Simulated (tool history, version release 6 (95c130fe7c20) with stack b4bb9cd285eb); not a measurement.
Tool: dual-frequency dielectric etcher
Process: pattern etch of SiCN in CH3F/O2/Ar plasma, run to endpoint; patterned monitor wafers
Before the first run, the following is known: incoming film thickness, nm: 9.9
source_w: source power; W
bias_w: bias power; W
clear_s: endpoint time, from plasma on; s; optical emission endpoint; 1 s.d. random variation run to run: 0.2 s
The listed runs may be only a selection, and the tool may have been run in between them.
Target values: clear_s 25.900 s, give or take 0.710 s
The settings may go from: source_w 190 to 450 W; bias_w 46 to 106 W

| run | hour | source_w | bias_w | clear_s |
|---|---|---|---|---|
| 1 | 0.0 | 320 | 76 | 28.908 |
| 2 | 6.4 | 330 | 77 | 28.245 |
| 3 | 11.9 | 300 | 77 | 29.259 |
| 4 | 19.5 | 310 | 78 | 28.789 |
| 5 | 25.1 | 320 | 79 | 28.294 |
| 6 | 28.6 | 300 | 79 | 28.900 |
| 7 | 37.6 | 310 | 80 | 28.499 |
|  | 43.8 | source power generator calibrated |
| 8 | 43.8 | 320 | 81 | 28.386 |
| 9 | 49.4 | 330 | 83 | 27.411 |
| 10 | 50.4 | 340 | 84 | 26.983 |

Consider the 4 candidate settings below. Which is the only one whose results all fall within their allowed miss of target?
| A | 51.4 | 300 | 78 | ? |
| B | 51.4 | 340 | 78 | ? |
| C | 51.4 | 340 | 79 | ? |
| D | 51.4 | 340 | 92 | ? |

| move | clear_s |
|---|---|
| A | 29.434 |
| B | 27.844 |
| C | 27.656 |
| D | 25.536 |
A: further off than the last run
B: further off than the last run
C: further off than the last run
D: meets every target
The right move is D.
